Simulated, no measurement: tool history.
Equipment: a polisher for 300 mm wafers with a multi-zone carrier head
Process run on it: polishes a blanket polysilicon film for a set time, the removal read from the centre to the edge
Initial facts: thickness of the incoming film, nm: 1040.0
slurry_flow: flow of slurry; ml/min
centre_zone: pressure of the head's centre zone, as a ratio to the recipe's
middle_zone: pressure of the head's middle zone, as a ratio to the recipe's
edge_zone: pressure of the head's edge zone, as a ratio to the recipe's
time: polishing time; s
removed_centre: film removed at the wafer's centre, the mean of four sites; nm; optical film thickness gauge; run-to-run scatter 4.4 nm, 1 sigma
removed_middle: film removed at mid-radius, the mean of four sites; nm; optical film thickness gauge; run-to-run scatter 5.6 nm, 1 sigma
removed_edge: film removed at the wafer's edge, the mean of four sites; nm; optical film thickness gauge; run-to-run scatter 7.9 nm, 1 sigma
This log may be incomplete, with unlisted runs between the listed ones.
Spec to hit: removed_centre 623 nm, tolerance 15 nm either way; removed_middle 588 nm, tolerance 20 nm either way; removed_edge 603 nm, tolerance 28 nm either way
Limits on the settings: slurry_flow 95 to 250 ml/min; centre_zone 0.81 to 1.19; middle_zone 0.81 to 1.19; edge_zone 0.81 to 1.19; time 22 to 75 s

{"run": 1, "hour": 0.0, "slurry_flow": 160, "centre_zone": 1, "middle_zone": 1, "edge_zone": 1, "time": 48, "removed_centre": 428.82, "removed_middle": 440.25, "removed_edge": 438.34}
{"run": 2, "hour": 5.6, "slurry_flow": 160, "centre_zone": 1, "middle_zone": 1, "edge_zone": 1, "time": 37, "removed_centre": 336.25, "removed_middle": 334.54, "removed_edge": 341.07}
{"run": 3, "hour": 14.0, "slurry_flow": 160, "centre_zone": 1.09, "middle_zone": 1, "edge_zone": 1, "time": 37, "removed_centre": 365, "removed_middle": 332.46, "removed_edge": 335.9}
{"run": 4, "hour": 15.7, "slurry_flow": 170, "centre_zone": 1.09, "middle_zone": 1.01, "edge_zone": 1.03, "time": 41, "removed_centre": 407.57, "removed_middle": 376.67, "removed_edge": 376.52}
{"run": 5, "hour": 24.0, "slurry_flow": 170, "centre_zone": 1.09, "middle_zone": 1.01, "edge_zone": 0.97, "time": 41, "removed_centre": 411.77, "removed_middle": 380.16, "removed_edge": 369.19}
{"run": 6, "hour": 28.0, "slurry_flow": 175, "centre_zone": 1.09, "middle_zone": 1.01, "edge_zone": 1, "time": 44, "removed_centre": 447, "removed_middle": 401.72, "removed_edge": 404.93}
{"run": 7, "hour": 29.3, "slurry_flow": 185, "centre_zone": 1.09, "middle_zone": 1.03, "edge_zone": 1.03, "time": 46, "removed_centre": 471.83, "removed_middle": 432.37, "removed_edge": 437.29}
{"run": 8, "hour": 34.9, "slurry_flow": 195, "centre_zone": 1.09, "middle_zone": 1.05, "edge_zone": 1.05, "time": 48, "removed_centre": 494.32, "removed_middle": 472.49, "removed_edge": 467.45}
{"run": 9, "hour": 38.1, "slurry_flow": 195, "centre_zone": 1.09, "middle_zone": 1.05, "edge_zone": 1.05, "time": 48, "removed_centre": 488.7, "removed_middle": 466.02, "removed_edge": 461.84}
{"run": 10, "hour": 43.5, "slurry_flow": 200, "centre_zone": 1.1, "middle_zone": 1.06, "edge_zone": 1.07, "time": 50, "removed_centre": 522.01, "removed_middle": 489.74, "removed_edge": 484.87}
{"run": 11, "hour": 44.3, "slurry_flow": 205, "centre_zone": 1.1, "middle_zone": 1.06, "edge_zone": 1.09, "time": 51, "removed_centre": 534.82, "removed_middle": 497.25, "removed_edge": 495.83}

Below are 5 possible settings for the next run. Only one of them brings all results inside the allowed miss of their targets. Which is it?
{"run": "A", "hour": 45.1, "slurry_flow": 240, "centre_zone": 0.94, "middle_zone": 1.07, "edge_zone": 1.16, "time": 63, "removed_centre": "?", "removed_middle": "?", "removed_edge": "?"}
{"run": "B", "hour": 45.1, "slurry_flow": 160, "centre_zone": 1.03, "middle_zone": 1.07, "edge_zone": 1.15, "time": 62, "removed_centre": "?", "removed_middle": "?", "removed_edge": "?"}
{"run": "C", "hour": 45.1, "slurry_flow": 140, "centre_zone": 1.1, "middle_zone": 1.05, "edge_zone": 1.1, "time": 65, "removed_centre": "?", "removed_middle": "?", "removed_edge": "?"}
{"run": "D", "hour": 45.1, "slurry_flow": 165, "centre_zone": 1, "middle_zone": 1.05, "edge_zone": 1.14, "time": 68, "removed_centre": "?", "removed_middle": "?", "removed_edge": "?"}
{"run": "E", "hour": 45.1, "slurry_flow": 190, "centre_zone": 0.95, "middle_zone": 1.03, "edge_zone": 1.12, "time": 66, "removed_centre": "?", "removed_middle": "?", "removed_edge": "?"}

move=A removed_centre=578.97 removed_middle=639.84 removed_edge=642.47
move=B removed_centre=581.76 removed_middle=590.64 removed_edge=600.61
move=C removed_centre=631.03 removed_middle=592.19 removed_edge=603.34
move=D removed_centre=623.4 removed_middle=641.36 removed_edge=658.76
move=E removed_centre=590.63 removed_middle=627.85 removed_edge=645.29
A: moves toward the targets from the last run without getting all of them in spec
B: moves toward the targets from the last run without getting all of them in spec
C: each result inside its tolerance
D: corrects the largest miss of the last run, while another result sits out of spec
E: moves toward the targets from the last run without getting all of them in spec
Answer: C
